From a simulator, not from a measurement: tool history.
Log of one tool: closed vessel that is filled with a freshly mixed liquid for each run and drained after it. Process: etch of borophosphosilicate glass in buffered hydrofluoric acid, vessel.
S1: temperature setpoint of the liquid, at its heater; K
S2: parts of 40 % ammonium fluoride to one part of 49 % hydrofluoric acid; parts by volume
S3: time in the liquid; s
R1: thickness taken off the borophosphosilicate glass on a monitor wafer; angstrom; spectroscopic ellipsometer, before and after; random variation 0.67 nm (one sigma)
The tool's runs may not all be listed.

{"run": 1, "day": 0.0, "S1": 293.15, "S2": 7, "S3": 30, "R1": 808.36}
{"run": 2, "day": 0.279, "S1": 293.15, "S2": 6, "S3": 30, "R1": 948.47}
{"run": 3, "day": 0.396, "S1": 295.65, "S2": 6, "S3": 30, "R1": 1081.2}
{"run": 4, "day": 0.583, "S1": 295.15, "S2": 6, "S3": 30, "R1": 1057}
{"run": 5, "day": 0.875, "S1": 295.15, "S2": 5, "S3": 30, "R1": 1232.6}
{"run": 6, "day": 0.921, "S1": 294.65, "S2": 5, "S3": 30, "R1": 1211}
{"run": 7, "day": 1.288, "S1": 294.15, "S2": 5, "S3": 30, "R1": 1153.4}
{"run": 8, "day": 1.508, "S1": 293.65, "S2": 5, "S3": 30, "R1": 1128.1}

The next listed run, before its measurement:
{"run": 9, "day": 1.592, "S1": 293.15, "S2": 5, "S3": 30, "R1": "?"}

R1: 1095.7 angstrom

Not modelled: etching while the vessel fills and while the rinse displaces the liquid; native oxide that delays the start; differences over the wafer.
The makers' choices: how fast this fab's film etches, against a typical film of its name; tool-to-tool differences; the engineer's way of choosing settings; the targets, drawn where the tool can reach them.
